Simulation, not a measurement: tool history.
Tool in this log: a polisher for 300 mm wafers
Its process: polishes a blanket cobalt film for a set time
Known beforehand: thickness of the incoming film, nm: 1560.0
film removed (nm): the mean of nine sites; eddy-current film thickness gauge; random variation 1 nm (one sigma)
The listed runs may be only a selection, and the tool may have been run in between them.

run	hour	flow of slurry (ml/min)	pressure of the wafer on the pad (psi)	speed of the pad under the wafer (m/s)	polishing time (s)	film removed (nm)
1	0.0	315	1.5	0.80	86	256.70
2	3.2	310	1.2	0.74	86	192.13
3	5.4	310	1.0	0.70	86	151.38
4	14.1	310	0.9	0.70	86	138.04
5	20.1	310	0.9	0.70	86	139.84
6	24.3	265	0.9	0.70	86	137.08
7	32.8	265	0.9	0.70	86	135.38
8	39.3	265	0.9	0.70	86	134.71
9	41.2	250	0.9	0.70	86	134.87
10	48.5	245	0.9	0.70	86	133.91
11	56.8	235	0.9	0.70	86	133.70
12	61.3	230	0.9	0.70	86	132.31
13	65.0	225	0.7	0.70	86	104.60
14	70.1	260	0.7	0.70	86	106.75
15	73.8	270	0.7	0.70	86	107.02
16	79.5	275	0.7	0.70	86	108.56
17	82.7	300	0.9	0.70	86	136.43
18	91.5	290	0.9	0.70	86	136.46

What will run 19 give?
19	100.4	280	0.9	0.70	86	?

Logged for run 19: film removed (nm) 134.68.

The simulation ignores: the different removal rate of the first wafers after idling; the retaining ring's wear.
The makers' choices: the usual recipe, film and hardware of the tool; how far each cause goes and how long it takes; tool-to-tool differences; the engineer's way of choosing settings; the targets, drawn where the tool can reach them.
